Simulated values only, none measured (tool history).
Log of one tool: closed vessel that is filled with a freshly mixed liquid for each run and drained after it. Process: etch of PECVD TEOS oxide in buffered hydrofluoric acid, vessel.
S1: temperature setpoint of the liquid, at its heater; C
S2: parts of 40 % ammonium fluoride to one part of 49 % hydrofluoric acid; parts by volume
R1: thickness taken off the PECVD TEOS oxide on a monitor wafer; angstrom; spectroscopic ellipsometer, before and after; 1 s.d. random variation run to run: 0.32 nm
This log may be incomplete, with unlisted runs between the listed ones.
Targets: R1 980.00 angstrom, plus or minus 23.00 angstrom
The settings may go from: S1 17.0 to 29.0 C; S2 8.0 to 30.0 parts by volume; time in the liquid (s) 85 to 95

{"run": 1, "day": 0.0, "S1": 21.0, "S2": 21.5, "time in the liquid (s)": 85, "R1": 825.23}
{"run": 2, "day": 0.058, "S1": 17.5, "S2": 21.5, "time in the liquid (s)": 85, "R1": 679.28}
{"run": 3, "day": 0.3, "S1": 19.5, "S2": 21.5, "time in the liquid (s)": 85, "R1": 758.17}
{"run": 4, "day": 0.404, "S1": 21.0, "S2": 21.5, "time in the liquid (s)": 85, "R1": 827.26}
{"run": 5, "day": 0.504, "S1": 21.0, "S2": 21.5, "time in the liquid (s)": 85, "R1": 823.89}
{"run": 6, "day": 0.617, "S1": 22.0, "S2": 21.5, "time in the liquid (s)": 85, "R1": 870.28}
{"run": 7, "day": 0.683, "S1": 22.5, "S2": 21.5, "time in the liquid (s)": 85, "R1": 890.44}
{"run": 8, "day": 0.862, "S1": 23.0, "S2": 21.5, "time in the liquid (s)": 85, "R1": 926.06}
{"run": 9, "day": 1.117, "S1": 23.5, "S2": 21.5, "time in the liquid (s)": 85, "R1": 945.27}

Next run, 5 choices. One meets every target within its allowed miss, the rest don't. Which?
{"run": "A", "day": 1.371, "S1": 23.5, "S2": 22.5, "time in the liquid (s)": 95, "R1": "?"}
{"run": "B", "day": 1.371, "S1": 22.5, "S2": 22.5, "time in the liquid (s)": 90, "R1": "?"}
{"run": "C", "day": 1.371, "S1": 21.0, "S2": 21.5, "time in the liquid (s)": 90, "R1": "?"}
{"run": "D", "day": 1.371, "S1": 23.0, "S2": 21.5, "time in the liquid (s)": 90, "R1": "?"}
{"run": "E", "day": 1.371, "S1": 25.0, "S2": 28.0, "time in the liquid (s)": 90, "R1": "?"}

move=A R1=1026.50
move=B R1=920.84
move=C R1=874.96
move=D R1=976.38
move=E R1=907.76
A: pushes the last run's worst result past its target
B: further off than the last run
C: further off than the last run
D: meets every target
E: further off than the last run
Answer: D
